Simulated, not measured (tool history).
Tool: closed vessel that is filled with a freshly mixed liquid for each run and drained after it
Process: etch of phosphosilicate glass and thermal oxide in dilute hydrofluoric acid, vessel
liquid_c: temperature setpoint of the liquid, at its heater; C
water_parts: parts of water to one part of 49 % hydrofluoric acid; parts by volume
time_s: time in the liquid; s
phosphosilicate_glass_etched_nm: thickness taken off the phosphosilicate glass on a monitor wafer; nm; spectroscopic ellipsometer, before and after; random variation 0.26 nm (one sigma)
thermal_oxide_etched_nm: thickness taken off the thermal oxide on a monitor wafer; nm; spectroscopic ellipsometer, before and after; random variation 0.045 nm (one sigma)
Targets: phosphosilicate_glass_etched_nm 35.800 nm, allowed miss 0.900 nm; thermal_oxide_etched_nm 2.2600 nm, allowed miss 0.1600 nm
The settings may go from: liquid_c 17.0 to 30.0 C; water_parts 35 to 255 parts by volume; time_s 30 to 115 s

run	hour	liquid_c	water_parts	time_s	phosphosilicate_glass_etched_nm	thermal_oxide_etched_nm
1	0.0	22.0	145	60	22.964	1.4317
2	3.3	24.5	140	60	26.517	1.6481
3	10.3	24.5	100	60	39.140	2.5338
4	13.6	24.5	120	60	31.758	1.9939
5	17.1	25.5	120	60	32.833	2.0695
6	18.1	22.0	120	60	28.509	1.8475
7	25.9	23.5	120	60	30.107	1.8914
8	30.9	24.5	120	60	31.586	1.9475
9	32.9	25.0	115	60	33.887	2.0934

4 next moves are on the table. One of them brings every result within its allowed miss. Which?
A	34.9	29.0	135	65	?	?
B	34.9	24.5	100	50	?	?
C	34.9	21.0	80	45	?	?
D	34.9	28.5	170	80	?	?

move	phosphosilicate_glass_etched_nm	thermal_oxide_etched_nm
A	35.388	2.1789
B	32.372	1.9932
C	32.397	1.9947
D	32.488	2.0003
A: meets every target
B: further off than the last run
C: further off than the last run
D: further off than the last run
Answer: A
